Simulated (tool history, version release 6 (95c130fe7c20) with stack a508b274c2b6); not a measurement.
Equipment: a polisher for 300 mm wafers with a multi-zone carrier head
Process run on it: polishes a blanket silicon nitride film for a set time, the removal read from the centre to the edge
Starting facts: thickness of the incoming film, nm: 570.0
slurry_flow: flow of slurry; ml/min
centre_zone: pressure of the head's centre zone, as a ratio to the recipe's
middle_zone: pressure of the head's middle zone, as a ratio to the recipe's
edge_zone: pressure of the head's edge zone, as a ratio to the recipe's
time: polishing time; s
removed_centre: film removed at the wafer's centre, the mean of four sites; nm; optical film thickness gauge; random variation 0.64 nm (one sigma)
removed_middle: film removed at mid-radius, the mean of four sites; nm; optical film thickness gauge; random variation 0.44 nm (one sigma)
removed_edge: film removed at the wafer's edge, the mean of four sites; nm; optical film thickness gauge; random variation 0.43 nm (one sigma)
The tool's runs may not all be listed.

run  hour  slurry_flow  centre_zone  middle_zone  edge_zone  time  removed_centre  removed_middle  removed_edge
  1     0          285            1            1          1    49           124.1          122.33        120.44
  2   6.7          275         1.01         0.95       0.95    42          107.85           102.5        99.728
  3   9.8          275         1.01         0.98       0.95    42          108.47          103.79         100.5
  4  14.6          300         1.01         0.98       0.95    42          106.72          103.48        100.93
  5  17.7          245         1.01         0.98       0.95    42           107.7          103.22        99.156
  6  21.8          245         1.01          0.9       0.95    42          106.57          96.371        100.52
  7  24.9          235         1.02         0.87       0.91    37           95.31            82.8         85.41

Forecast run 8:
  8    29          225         1.02         0.85       0.89    35               ?               ?             ?

Logged for run 8: removed_centre 87.662 nm, removed_middle 76.456 nm, removed_edge 79.556 nm.
